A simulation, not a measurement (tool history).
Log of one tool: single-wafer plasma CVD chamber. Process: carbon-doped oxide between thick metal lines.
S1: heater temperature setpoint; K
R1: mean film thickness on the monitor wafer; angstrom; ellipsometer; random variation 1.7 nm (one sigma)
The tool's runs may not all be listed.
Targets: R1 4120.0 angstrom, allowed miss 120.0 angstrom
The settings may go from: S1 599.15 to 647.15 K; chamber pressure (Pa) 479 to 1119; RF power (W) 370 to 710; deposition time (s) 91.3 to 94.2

Run 1, hour 0.0: S1 623.15 K, chamber pressure (Pa) 799, RF power (W) 540, deposition time (s) 91.3. Result: R1 5065.8 angstrom.
Run 2, hour 8.2: S1 623.15 K, chamber pressure (Pa) 685, RF power (W) 540, deposition time (s) 91.3. Result: R1 4912.9 angstrom.
Run 3, hour 13.6: S1 624.15 K, chamber pressure (Pa) 664, RF power (W) 525, deposition time (s) 91.3. Result: R1 4793.9 angstrom.
Run 4, hour 18.0: S1 625.15 K, chamber pressure (Pa) 644, RF power (W) 510, deposition time (s) 91.3. Result: R1 4702.7 angstrom.
Run 5, hour 25.7: S1 626.15 K, chamber pressure (Pa) 628, RF power (W) 495, deposition time (s) 91.3. Result: R1 4589.6 angstrom.
Run 6, hour 27.7: S1 627.15 K, chamber pressure (Pa) 613, RF power (W) 485, deposition time (s) 91.3. Result: R1 4482.5 angstrom.
Run 7, hour 36.6: S1 628.15 K, chamber pressure (Pa) 600, RF power (W) 480, deposition time (s) 91.3. Result: R1 4415.4 angstrom.
Run 8, hour 38.6: S1 629.15 K, chamber pressure (Pa) 588, RF power (W) 475, deposition time (s) 91.3. Result: R1 4356.6 angstrom.
Run 9, hour 46.5: S1 630.15 K, chamber pressure (Pa) 579, RF power (W) 475, deposition time (s) 91.3. Result: R1 4335.9 angstrom.
Run 10, hour 52.8: S1 631.15 K, chamber pressure (Pa) 571, RF power (W) 475, deposition time (s) 91.3. Result: R1 4334.6 angstrom.
Run 11, hour 61.3: S1 631.15 K, chamber pressure (Pa) 561, RF power (W) 470, deposition time (s) 91.3. Result: R1 4287.3 angstrom.
Run 12, hour 69.8: S1 631.15 K, chamber pressure (Pa) 555, RF power (W) 470, deposition time (s) 91.3. Result: R1 4254.0 angstrom.
Run 13, hour 76.1: S1 631.15 K, chamber pressure (Pa) 549, RF power (W) 470, deposition time (s) 91.3. Result: R1 4233.0 angstrom.
Run 14, hour 84.9: S1 631.15 K, chamber pressure (Pa) 549, RF power (W) 470, deposition time (s) 91.3. Result: R1 4260.7 angstrom.
Run 15, hour 90.0: S1 631.15 K, chamber pressure (Pa) 544, RF power (W) 470, deposition time (s) 91.3. Result: R1 4255.8 angstrom.
Run 16, hour 95.3: S1 631.15 K, chamber pressure (Pa) 539, RF power (W) 470, deposition time (s) 91.3. Result: R1 4257.3 angstrom.

4 next moves are on the table. One of them brings every result within its allowed miss. Which?
Run A, hour 100.6: S1 626.15 K, chamber pressure (Pa) 497, RF power (W) 510, deposition time (s) 94.2. Result: R1 ?.
Run B, hour 100.6: S1 626.15 K, chamber pressure (Pa) 499, RF power (W) 465, deposition time (s) 94.2. Result: R1 ?.
Run C, hour 100.6: S1 646.15 K, chamber pressure (Pa) 625, RF power (W) 445, deposition time (s) 91.3. Result: R1 ?.
Run D, hour 100.6: S1 638.15 K, chamber pressure (Pa) 520, RF power (W) 520, deposition time (s) 94.2. Result: R1 ?.

move      R1
   A  4552.9
   B  4350.1
   C  4155.3
   D  4517.3
A: further off than the last run
B: further off than the last run
C: meets every target
D: further off than the last run
Move C is the one to make.
